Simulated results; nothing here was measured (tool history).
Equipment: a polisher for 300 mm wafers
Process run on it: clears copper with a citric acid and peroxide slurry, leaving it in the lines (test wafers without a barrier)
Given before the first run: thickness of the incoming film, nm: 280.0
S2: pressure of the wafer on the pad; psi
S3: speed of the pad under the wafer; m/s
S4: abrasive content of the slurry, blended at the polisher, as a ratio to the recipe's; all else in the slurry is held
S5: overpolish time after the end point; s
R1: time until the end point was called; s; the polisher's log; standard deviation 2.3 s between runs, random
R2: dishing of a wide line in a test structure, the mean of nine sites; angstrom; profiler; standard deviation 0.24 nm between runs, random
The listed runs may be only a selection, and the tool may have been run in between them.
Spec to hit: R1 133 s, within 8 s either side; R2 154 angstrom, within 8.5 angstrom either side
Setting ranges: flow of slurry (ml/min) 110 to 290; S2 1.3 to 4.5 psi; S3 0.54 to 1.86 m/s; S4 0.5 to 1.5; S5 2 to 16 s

run 1 hour=0 | flow_of_slurry_(ml/min)=185 S2=2.9 S3=1.18 S4=1 S5=8 | R1=88.602 R2=143.82
run 2 hour=6.7 | flow_of_slurry_(ml/min)=185 S2=2.6 S3=1.16 S4=1 S5=9 | R1=99.762 R2=144.62
run 3 hour=12.6 | flow_of_slurry_(ml/min)=185 S2=2.6 S3=1.16 S4=1 S5=11 | R1=103.28 R2=171.46
run 4 hour=16.1 | flow_of_slurry_(ml/min)=225 S2=2.6 S3=1.16 S4=1 S5=11 | R1=95.04 R2=171.43
run 5 hour=17.7 | flow_of_slurry_(ml/min)=225 S2=3.2 S3=1.16 S4=1 S5=11 | R1=81.768 R2=202.91
run 6 hour=25.7 | flow_of_slurry_(ml/min)=225 S2=3.2 S3=1.4 S4=1 S5=11 | R1=71.963 R2=224.89
run 7 hour=34 | flow_of_slurry_(ml/min)=215 S2=2.6 S3=1.36 S4=1 S5=12 | R1=86.852 R2=194.81
run 8 hour=38.7 | flow_of_slurry_(ml/min)=205 S2=2.3 S3=1.3 S4=1 S5=13 | R1=99.131 R2=191.48
run 9 hour=40.2 | flow_of_slurry_(ml/min)=200 S2=2 S3=1.28 S4=1 S5=13 | R1=118.77 R2=173.79

Which of these 5 next moves meets every target?
run A hour=41.7 | flow_of_slurry_(ml/min)=180 S2=1.9 S3=1.26 S4=0.8 S5=13 | R1=? R2=?
run B hour=41.7 | flow_of_slurry_(ml/min)=190 S2=1.9 S3=1.04 S4=1.05 S5=16 | R1=? R2=?
run C hour=41.7 | flow_of_slurry_(ml/min)=215 S2=2 S3=1.12 S4=1 S5=15 | R1=? R2=?
run D hour=41.7 | flow_of_slurry_(ml/min)=195 S2=2.5 S3=1.24 S4=0.9 S5=12 | R1=? R2=?
run E hour=41.7 | flow_of_slurry_(ml/min)=175 S2=1.5 S3=1.34 S4=0.95 S5=15 | R1=? R2=?

move=A R1=133.71 R2=155.99
move=B R1=145.93 R2=171.33
move=C R1=130.36 R2=178.03
move=D R1=100.53 R2=184.54
move=E R1=155.29 R2=153.66
A: all results in spec
B: closer than the last run, but not yet in spec
C: its largest miss is bigger than the last run's
D: its largest miss is bigger than the last run's
E: puts the biggest miss on target and leaves a different result outside tolerance
Go with A: it meets all targets.

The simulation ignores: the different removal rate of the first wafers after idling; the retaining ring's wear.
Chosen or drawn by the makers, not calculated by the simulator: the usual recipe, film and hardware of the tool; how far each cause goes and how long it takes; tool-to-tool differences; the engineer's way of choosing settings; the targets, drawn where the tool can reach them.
